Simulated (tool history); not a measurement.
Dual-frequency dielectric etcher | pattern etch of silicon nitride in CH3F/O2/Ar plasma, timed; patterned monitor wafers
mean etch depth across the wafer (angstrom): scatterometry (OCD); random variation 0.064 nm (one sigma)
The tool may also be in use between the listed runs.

run	hour	source power (kW)	bias power (kW)	etch time (s)	mean etch depth across the wafer (angstrom)
1	0.0	0.450	0.052	18.0	117.25
2	6.8	0.420	0.052	18.0	112.79
3	14.6	0.400	0.052	18.0	112.50
4	22.7	0.380	0.051	18.0	108.84
5	25.5	0.450	0.051	18.0	114.90
6	26.1	0.420	0.050	18.0	111.01

Forecast run 7:
7	28.7	0.400	0.050	18.0	?

{"run 7": {"mean etch depth across the wafer (angstrom)": 109.58}}

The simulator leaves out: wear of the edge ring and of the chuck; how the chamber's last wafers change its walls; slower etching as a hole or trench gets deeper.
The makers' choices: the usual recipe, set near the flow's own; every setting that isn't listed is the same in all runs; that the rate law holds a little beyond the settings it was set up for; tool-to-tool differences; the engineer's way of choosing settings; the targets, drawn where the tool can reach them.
